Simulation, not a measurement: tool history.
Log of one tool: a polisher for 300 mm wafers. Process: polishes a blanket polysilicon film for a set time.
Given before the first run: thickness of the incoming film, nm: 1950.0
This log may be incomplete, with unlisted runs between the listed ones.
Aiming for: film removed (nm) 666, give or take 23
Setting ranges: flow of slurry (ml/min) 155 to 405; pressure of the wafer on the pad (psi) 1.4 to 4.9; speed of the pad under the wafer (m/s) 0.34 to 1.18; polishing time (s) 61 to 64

run	hour	flow of slurry (ml/min)	pressure of the wafer on the pad (psi)	speed of the pad under the wafer (m/s)	polishing time (s)	film removed (nm)
1	0	260	3.1	0.76	61	431.29
2	4.1	260	3.5	0.76	61	490.57
3	9.7	260	3.5	0.6	61	390.18
4	16.3	260	3.5	0.5	61	329.63
5	25.3	260	3.5	0.5	64	339.63
6	28.6	260	4	0.54	64	423.48
7	31.2	260	4.3	0.58	64	483.02
8	35	260	4.3	0.58	64	485.49
9	37.6	260	4.5	0.62	64	530.19
10	38.5	260	4.6	0.66	64	579.98
11	39.6	260	4.7	0.68	64	608.74

Consider the 5 candidate settings below. Which is the only one whose results all fall within their allowed miss of target?
A	40.7	210	4.9	0.6	64	?
B	40.7	270	4.8	0.76	64	?
C	40.7	255	4.9	0.78	64	?
D	40.7	280	4.9	0.64	64	?
E	40.7	260	4.9	0.7	64	?

move	film removed (nm)
A	550.1
B	699.32
C	727.12
D	606.66
E	656.19
A: further off than the last run
B: carries the result that was furthest off beyond its target, to the other side
C: carries the result that was furthest off beyond its target, to the other side
D: roughly where the last run was
E: meets every target
E meets every target.

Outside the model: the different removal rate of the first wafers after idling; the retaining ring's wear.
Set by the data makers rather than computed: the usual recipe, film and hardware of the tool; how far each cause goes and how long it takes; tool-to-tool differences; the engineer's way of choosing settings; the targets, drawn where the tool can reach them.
